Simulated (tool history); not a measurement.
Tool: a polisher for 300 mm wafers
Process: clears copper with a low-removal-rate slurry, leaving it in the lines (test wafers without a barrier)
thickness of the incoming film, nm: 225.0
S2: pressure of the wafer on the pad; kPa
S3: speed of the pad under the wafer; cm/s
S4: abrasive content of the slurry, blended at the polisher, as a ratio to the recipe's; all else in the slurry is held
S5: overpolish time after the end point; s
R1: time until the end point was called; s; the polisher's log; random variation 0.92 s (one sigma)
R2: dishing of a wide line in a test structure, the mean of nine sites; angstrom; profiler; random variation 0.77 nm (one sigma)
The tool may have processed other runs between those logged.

{"run": 1, "hour": 0.0, "flow of slurry (ml/min)": 240, "S2": 24.8, "S3": 84, "S4": 1.0, "S5": 21, "R1": 91.856, "R2": 368.99}
{"run": 2, "hour": 3.1, "flow of slurry (ml/min)": 240, "S2": 26.2, "S3": 84, "S4": 1.0, "S5": 20, "R1": 86.428, "R2": 351.49}
{"run": 3, "hour": 3.7, "flow of slurry (ml/min)": 240, "S2": 26.2, "S3": 64, "S4": 1.0, "S5": 20, "R1": 113.3, "R2": 294.07}
{"run": 4, "hour": 5.9, "flow of slurry (ml/min)": 185, "S2": 26.2, "S3": 64, "S4": 1.0, "S5": 20, "R1": 118.21, "R2": 273.19}
{"run": 5, "hour": 13.4, "flow of slurry (ml/min)": 145, "S2": 26.2, "S3": 64, "S4": 1.0, "S5": 20, "R1": 123.67, "R2": 272.89}
{"run": 6, "hour": 14.4, "flow of slurry (ml/min)": 145, "S2": 26.2, "S3": 64, "S4": 1.0, "S5": 16, "R1": 120.87, "R2": 215.49}
{"run": 7, "hour": 15.1, "flow of slurry (ml/min)": 165, "S2": 29.0, "S3": 64, "S4": 1.0, "S5": 17, "R1": 108.5, "R2": 265.08}
{"run": 8, "hour": 16.0, "flow of slurry (ml/min)": 185, "S2": 31.0, "S3": 64, "S4": 1.0, "S5": 17, "R1": 102.12, "R2": 287.35}

Forecast run 9:
{"run": 9, "hour": 22.4, "flow of slurry (ml/min)": 200, "S2": 33.1, "S3": 64, "S4": 1.0, "S5": 16, "R1": "?", "R2": "?"}

{"run 9": {"R1": 93.547, "R2": 279.42}}

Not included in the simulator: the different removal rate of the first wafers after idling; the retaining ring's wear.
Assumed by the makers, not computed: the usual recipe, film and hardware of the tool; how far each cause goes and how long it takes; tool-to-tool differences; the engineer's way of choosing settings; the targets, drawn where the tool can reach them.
